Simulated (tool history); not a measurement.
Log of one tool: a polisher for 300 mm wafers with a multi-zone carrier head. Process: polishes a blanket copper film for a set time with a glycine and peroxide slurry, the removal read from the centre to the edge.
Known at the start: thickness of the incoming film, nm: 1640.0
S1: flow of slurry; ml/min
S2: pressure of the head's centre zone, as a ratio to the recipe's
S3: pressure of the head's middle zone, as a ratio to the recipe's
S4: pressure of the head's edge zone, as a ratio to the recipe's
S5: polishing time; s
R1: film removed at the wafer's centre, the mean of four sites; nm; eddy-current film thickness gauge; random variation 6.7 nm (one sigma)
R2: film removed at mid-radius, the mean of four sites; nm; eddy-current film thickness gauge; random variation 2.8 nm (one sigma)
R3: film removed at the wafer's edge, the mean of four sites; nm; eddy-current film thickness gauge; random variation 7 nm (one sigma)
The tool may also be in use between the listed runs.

Run 1, day 0: S1 280 ml/min, S2 1, S3 1, S4 1, S5 56 s. Result: R1 350.41 nm, R2 356.72 nm, R3 345.46 nm.
Run 2, day 0.054: S1 280 ml/min, S2 1, S3 1, S4 1, S5 61 s. Result: R1 378.65 nm, R2 393.45 nm, R3 378.81 nm.
Run 3, day 0.233: S1 210 ml/min, S2 1, S3 1, S4 1, S5 61 s. Result: R1 360.98 nm, R2 375.08 nm, R3 353.19 nm.
Run 4, day 0.512: S1 270 ml/min, S2 1.03, S3 0.99, S4 1.06, S5 62 s. Result: R1 391.05 nm, R2 391.79 nm, R3 394.28 nm.
Run 5, day 0.775: S1 270 ml/min, S2 1.03, S3 1.07, S4 1.06, S5 62 s. Result: R1 402.5 nm, R2 421.36 nm, R3 388.06 nm.
Run 6, day 0.925: S1 270 ml/min, S2 1.03, S3 1.07, S4 1.01, S5 62 s. Result: R1 392.37 nm, R2 418.47 nm, R3 383.89 nm.
Run 7, day 1.183: S1 310 ml/min, S2 1.05, S3 1.03, S4 1.06, S5 63 s. Result: R1 414.94 nm, R2 421.48 nm, R3 398.87 nm.
Run 8, day 1.262: S1 320 ml/min, S2 1.06, S3 0.98, S4 1.1, S5 65 s. Result: R1 427.68 nm, R2 413.7 nm, R3 412.35 nm.
Run 9, day 1.492: S1 320 ml/min, S2 1.06, S3 0.95, S4 1.13, S5 68 s. Result: R1 448.28 nm, R2 426.6 nm, R3 434.4 nm.

Forecast run 10:
Run 10, day 1.842: S1 310 ml/min, S2 1.05, S3 0.92, S4 1.15, S5 70 s. Result: R1 ?, R2 ?, R3 ?.

Run 10 gave R1 473.3 nm, R2 420.39 nm, R3 441.77 nm.

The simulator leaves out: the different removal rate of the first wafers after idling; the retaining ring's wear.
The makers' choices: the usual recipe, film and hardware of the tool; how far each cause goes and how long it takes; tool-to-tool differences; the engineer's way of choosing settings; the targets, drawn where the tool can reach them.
